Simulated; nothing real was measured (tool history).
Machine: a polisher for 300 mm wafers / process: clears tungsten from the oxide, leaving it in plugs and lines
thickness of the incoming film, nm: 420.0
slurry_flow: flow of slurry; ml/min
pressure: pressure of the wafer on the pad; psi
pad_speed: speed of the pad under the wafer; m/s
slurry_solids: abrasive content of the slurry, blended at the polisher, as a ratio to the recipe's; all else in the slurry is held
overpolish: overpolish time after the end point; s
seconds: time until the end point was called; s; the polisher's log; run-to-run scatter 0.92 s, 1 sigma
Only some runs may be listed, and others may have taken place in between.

run  hour  slurry_flow  pressure  pad_speed  slurry_solids  overpolish  seconds
  1   0.0          150       3.3       1.42            1.0          11   70.164
  2   0.6          145       3.1       1.42            1.0          11   74.281
  3   1.7          145       2.9       1.42            1.0          11   80.994
  4   3.6          140       2.8       1.42            1.0          11   83.987
  5  12.4          135       2.7       1.42            1.0          11   88.090
  6  20.7          130       2.7       1.42            1.0          11   88.260
  7  27.3          125       2.6       1.42            1.0          11   92.037

Run 8 is up next; what results do you expect?
  8  36.0          120       2.6       1.42            1.0          11        ?

{"run 8": {"seconds": 92.977}}

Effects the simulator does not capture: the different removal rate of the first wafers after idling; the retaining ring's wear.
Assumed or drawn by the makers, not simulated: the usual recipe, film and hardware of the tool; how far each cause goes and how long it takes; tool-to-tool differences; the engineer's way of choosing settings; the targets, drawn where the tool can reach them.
